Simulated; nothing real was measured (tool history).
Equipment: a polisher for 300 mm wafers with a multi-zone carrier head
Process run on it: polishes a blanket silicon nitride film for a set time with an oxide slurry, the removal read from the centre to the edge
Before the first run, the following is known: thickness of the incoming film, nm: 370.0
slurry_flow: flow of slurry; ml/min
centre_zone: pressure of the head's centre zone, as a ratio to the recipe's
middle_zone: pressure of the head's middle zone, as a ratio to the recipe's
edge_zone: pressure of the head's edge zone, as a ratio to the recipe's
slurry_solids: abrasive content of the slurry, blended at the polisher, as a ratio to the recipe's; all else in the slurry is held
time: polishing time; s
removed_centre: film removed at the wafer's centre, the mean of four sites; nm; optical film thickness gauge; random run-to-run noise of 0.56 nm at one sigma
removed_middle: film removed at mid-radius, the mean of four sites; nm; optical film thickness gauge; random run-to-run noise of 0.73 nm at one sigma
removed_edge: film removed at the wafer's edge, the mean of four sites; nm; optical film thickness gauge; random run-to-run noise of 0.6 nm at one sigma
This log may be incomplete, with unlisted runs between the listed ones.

run,day,slurry_flow,centre_zone,middle_zone,edge_zone,slurry_solids,time,removed_centre,removed_middle,removed_edge
1,0,190,1,1,1,1,36,37.069,38.133,36.512
2,0.088,145,1,1,1,1,36,35.312,36.295,34.613
3,0.292,120,1,1,1,1,36,33.785,34.412,33.37
4,0.45,150,0.99,1.04,1.03,1.1,36,36.707,40.568,36.962
5,0.625,150,0.94,1.04,1.03,1.1,36,35.133,40.037,36.956
6,0.921,150,0.94,1.04,1.03,1,36,33.194,37.721,35.713

Run 7, settings as shown, results not yet in. Your forecast:
7,1.279,170,0.95,1.06,1.07,1.05,36,?,?,?

{"run 7": {"removed_centre": 36.274, "removed_middle": 39.919, "removed_edge": 38.036}}
